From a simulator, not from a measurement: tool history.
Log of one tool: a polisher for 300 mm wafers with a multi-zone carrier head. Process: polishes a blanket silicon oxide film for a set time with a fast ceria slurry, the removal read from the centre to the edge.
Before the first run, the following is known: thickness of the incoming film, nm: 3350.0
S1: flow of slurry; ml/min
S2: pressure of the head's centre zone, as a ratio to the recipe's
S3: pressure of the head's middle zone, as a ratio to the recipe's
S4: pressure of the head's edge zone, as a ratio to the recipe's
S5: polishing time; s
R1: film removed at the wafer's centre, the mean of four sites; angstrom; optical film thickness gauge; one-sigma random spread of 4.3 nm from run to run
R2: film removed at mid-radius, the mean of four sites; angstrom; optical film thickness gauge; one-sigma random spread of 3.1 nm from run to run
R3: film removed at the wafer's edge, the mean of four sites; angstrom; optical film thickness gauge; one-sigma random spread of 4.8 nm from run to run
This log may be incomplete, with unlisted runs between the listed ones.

run	day	S1	S2	S3	S4	S5	R1	R2	R3
1	0.000	130	1.00	1.00	1.00	30	4678.4	4476.5	4603.8
2	0.279	120	0.95	1.01	0.97	28	4159.2	4236.8	4228.7
3	0.488	120	0.95	1.01	0.92	28	4144.8	4230.2	4040.2
4	0.783	120	0.95	1.01	0.92	31	4465.6	4670.2	4455.6
5	0.829	120	0.95	1.07	0.92	31	4601.6	4851.7	4529.3
6	0.962	120	0.95	1.07	0.92	34	4976.6	5322.9	5009.2
7	1.067	110	0.91	1.06	0.92	31	4218.5	4735.1	4449.5
8	1.300	105	0.88	1.03	0.91	29	3791.6	4352.9	4069.4

Estimate the outcome of run 9 from the log above:
9	1.417	100	0.86	1.01	0.91	28	?	?	?

Run 9 produced R1 3580.5 angstrom, R2 3954.8 angstrom, R3 3995.8 angstrom.
